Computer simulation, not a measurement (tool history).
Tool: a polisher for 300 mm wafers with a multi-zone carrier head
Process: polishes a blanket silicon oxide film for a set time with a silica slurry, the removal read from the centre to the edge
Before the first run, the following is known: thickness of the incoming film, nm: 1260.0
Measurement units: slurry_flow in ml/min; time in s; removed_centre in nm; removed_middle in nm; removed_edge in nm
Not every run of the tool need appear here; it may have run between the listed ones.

{"run": 1, "hour": 0.0, "slurry_flow": 210, "centre_zone": 1, "middle_zone": 1, "edge_zone": 1, "slurry_solids": 1, "time": 65, "removed_centre": 200.35, "removed_middle": 185.62, "removed_edge": 183.29}
{"run": 2, "hour": 1.7, "slurry_flow": 210, "centre_zone": 1, "middle_zone": 1, "edge_zone": 1, "slurry_solids": 0.9, "time": 65, "removed_centre": 188.82, "removed_middle": 176.36, "removed_edge": 168.33}
{"run": 3, "hour": 8.8, "slurry_flow": 210, "centre_zone": 1, "middle_zone": 1, "edge_zone": 1, "slurry_solids": 0.9, "time": 54, "removed_centre": 159.57, "removed_middle": 148.9, "removed_edge": 143.61}
{"run": 4, "hour": 13.9, "slurry_flow": 260, "centre_zone": 1, "middle_zone": 1, "edge_zone": 1, "slurry_solids": 0.9, "time": 54, "removed_centre": 162.12, "removed_middle": 153.68, "removed_edge": 147.1}
{"run": 5, "hour": 17.0, "slurry_flow": 260, "centre_zone": 0.96, "middle_zone": 1, "edge_zone": 1, "slurry_solids": 0.9, "time": 54, "removed_centre": 156.84, "removed_middle": 153.22, "removed_edge": 150.29}
{"run": 6, "hour": 25.0, "slurry_flow": 265, "centre_zone": 0.97, "middle_zone": 0.99, "edge_zone": 1.02, "slurry_solids": 0.95, "time": 54, "removed_centre": 163, "removed_middle": 154.23, "removed_edge": 150.23}

Run 7 is up next; what results do you expect?
{"run": 7, "hour": 26.2, "slurry_flow": 205, "centre_zone": 0.87, "middle_zone": 0.89, "edge_zone": 1.11, "slurry_solids": 1.2, "time": 71, "removed_centre": "?", "removed_middle": "?", "removed_edge": "?"}

{"run 7": {"removed_centre": 208.82, "removed_middle": 200.81, "removed_edge": 226.56}}

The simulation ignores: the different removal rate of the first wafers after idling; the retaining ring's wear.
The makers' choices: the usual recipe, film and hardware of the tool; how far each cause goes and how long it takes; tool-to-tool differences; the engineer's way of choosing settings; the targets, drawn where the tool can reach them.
